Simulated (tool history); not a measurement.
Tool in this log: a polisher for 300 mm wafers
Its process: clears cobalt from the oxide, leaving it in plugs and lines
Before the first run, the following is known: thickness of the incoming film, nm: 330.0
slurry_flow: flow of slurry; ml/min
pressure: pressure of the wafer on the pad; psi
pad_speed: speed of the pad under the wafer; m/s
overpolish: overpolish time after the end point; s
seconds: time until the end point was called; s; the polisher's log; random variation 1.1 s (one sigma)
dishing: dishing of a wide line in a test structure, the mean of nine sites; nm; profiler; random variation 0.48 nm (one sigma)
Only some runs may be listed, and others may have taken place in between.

{"run": 1, "hour": 0.0, "slurry_flow": 185, "pressure": 1.8, "pad_speed": 1.24, "overpolish": 27, "seconds": 66.362, "dishing": 25.451}
{"run": 2, "hour": 7.0, "slurry_flow": 165, "pressure": 1.8, "pad_speed": 1.24, "overpolish": 27, "seconds": 67.664, "dishing": 26.486}
{"run": 3, "hour": 12.2, "slurry_flow": 170, "pressure": 1.6, "pad_speed": 1.24, "overpolish": 27, "seconds": 72.151, "dishing": 25.124}
{"run": 4, "hour": 15.9, "slurry_flow": 155, "pressure": 1.5, "pad_speed": 1.2, "overpolish": 31, "seconds": 79.592, "dishing": 25.614}
{"run": 5, "hour": 19.2, "slurry_flow": 155, "pressure": 1.5, "pad_speed": 1.2, "overpolish": 40, "seconds": 80.016, "dishing": 26.355}
{"run": 6, "hour": 22.8, "slurry_flow": 190, "pressure": 1.5, "pad_speed": 1.2, "overpolish": 40, "seconds": 76.685, "dishing": 25.66}
{"run": 7, "hour": 25.9, "slurry_flow": 190, "pressure": 1.5, "pad_speed": 1.2, "overpolish": 40, "seconds": 76.032, "dishing": 26.357}
{"run": 8, "hour": 30.2, "slurry_flow": 180, "pressure": 1.4, "pad_speed": 1.2, "overpolish": 41, "seconds": 81.04, "dishing": 25.1}
{"run": 9, "hour": 36.6, "slurry_flow": 165, "pressure": 1.3, "pad_speed": 1.18, "overpolish": 44, "seconds": 88.452, "dishing": 26.275}

Run 10, settings as shown, results not yet in. Your forecast:
{"run": 10, "hour": 45.1, "slurry_flow": 160, "pressure": 1.2, "pad_speed": 1.18, "overpolish": 43, "seconds": "?", "dishing": "?"}

seconds: 92.233 s
dishing: 26.469 nm
